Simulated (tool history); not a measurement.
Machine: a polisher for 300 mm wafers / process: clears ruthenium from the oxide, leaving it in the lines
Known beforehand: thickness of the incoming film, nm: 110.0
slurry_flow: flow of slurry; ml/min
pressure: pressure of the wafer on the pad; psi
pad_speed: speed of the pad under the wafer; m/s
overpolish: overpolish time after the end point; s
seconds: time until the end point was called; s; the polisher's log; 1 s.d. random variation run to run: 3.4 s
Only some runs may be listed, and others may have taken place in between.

{"run": 1, "hour": 0.0, "slurry_flow": 310, "pressure": 1.4, "pad_speed": 0.92, "overpolish": 7, "seconds": 134.03}
{"run": 2, "hour": 8.8, "slurry_flow": 365, "pressure": 1.4, "pad_speed": 0.92, "overpolish": 7, "seconds": 131.57}
{"run": 3, "hour": 11.2, "slurry_flow": 365, "pressure": 1.4, "pad_speed": 0.92, "overpolish": 7, "seconds": 130.61}
{"run": 4, "hour": 18.2, "slurry_flow": 415, "pressure": 1.4, "pad_speed": 0.92, "overpolish": 7, "seconds": 132.09}
{"run": 5, "hour": 19.1, "slurry_flow": 415, "pressure": 1.5, "pad_speed": 0.92, "overpolish": 7, "seconds": 123.58}
{"run": 6, "hour": 25.7, "slurry_flow": 415, "pressure": 1.3, "pad_speed": 0.9, "overpolish": 7, "seconds": 137.55}
{"run": 7, "hour": 29.4, "slurry_flow": 415, "pressure": 1.1, "pad_speed": 0.86, "overpolish": 7, "seconds": 170.85}
{"run": 8, "hour": 38.3, "slurry_flow": 415, "pressure": 1.1, "pad_speed": 0.86, "overpolish": 7, "seconds": 163.67}
{"run": 9, "hour": 41.4, "slurry_flow": 415, "pressure": 1, "pad_speed": 0.84, "overpolish": 7, "seconds": 190.32}

The next listed run, before its measurement:
{"run": 10, "hour": 46.4, "slurry_flow": 415, "pressure": 0.9, "pad_speed": 0.84, "overpolish": 7, "seconds": "?"}

Run 10 came out at seconds 207.75 s.
